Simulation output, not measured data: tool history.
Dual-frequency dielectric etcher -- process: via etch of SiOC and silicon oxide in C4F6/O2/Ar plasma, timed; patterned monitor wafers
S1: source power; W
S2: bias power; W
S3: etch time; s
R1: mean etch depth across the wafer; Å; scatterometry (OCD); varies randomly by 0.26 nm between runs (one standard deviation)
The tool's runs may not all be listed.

run	hour	S1	S2	S3	R1
1	0.0	350	156	96.5	884.13
2	6.4	380	156	96.5	914.66
3	7.9	380	145	96.5	903.79
4	10.5	380	145	100.5	937.59
5	19.5	380	145	100.5	940.27
6	28.6	380	163	100.5	963.07
7	29.8	340	158	100.5	910.60
8	35.6	320	157	100.5	875.54
9	42.6	310	157	100.5	863.76

Run 10, settings as shown, results not yet in. Your forecast:
10	47.9	300	157	100.5	?

{"run 10": {"R1": 847.32}}
